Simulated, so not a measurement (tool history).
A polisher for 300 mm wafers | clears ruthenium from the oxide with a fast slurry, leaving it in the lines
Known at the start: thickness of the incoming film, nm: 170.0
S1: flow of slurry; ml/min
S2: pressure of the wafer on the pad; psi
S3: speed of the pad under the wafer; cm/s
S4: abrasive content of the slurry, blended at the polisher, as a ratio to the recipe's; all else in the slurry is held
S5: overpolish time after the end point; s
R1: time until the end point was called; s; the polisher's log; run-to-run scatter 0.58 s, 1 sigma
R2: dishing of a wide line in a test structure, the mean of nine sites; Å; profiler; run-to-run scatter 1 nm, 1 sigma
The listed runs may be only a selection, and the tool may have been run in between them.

run	hour	S1	S2	S3	S4	S5	R1	R2
1	0.0	135	2.0	106	1.0	22	54.912	432.05
2	4.1	135	2.1	106	1.0	23	52.693	476.80
3	12.3	135	2.1	106	1.0	26	52.462	493.48
4	21.2	135	2.2	106	1.0	26	50.154	509.40
5	21.8	135	2.5	106	1.0	26	48.706	529.38
6	27.4	135	2.3	106	1.0	26	49.915	517.87
7	34.4	135	2.4	106	1.0	26	48.943	527.18
8	42.8	135	2.5	106	1.0	26	46.673	544.53

Forecast run 9:
9	45.3	140	2.6	106	1.0	27	?	?

R1: 45.753 s
R2: 578.52 Å
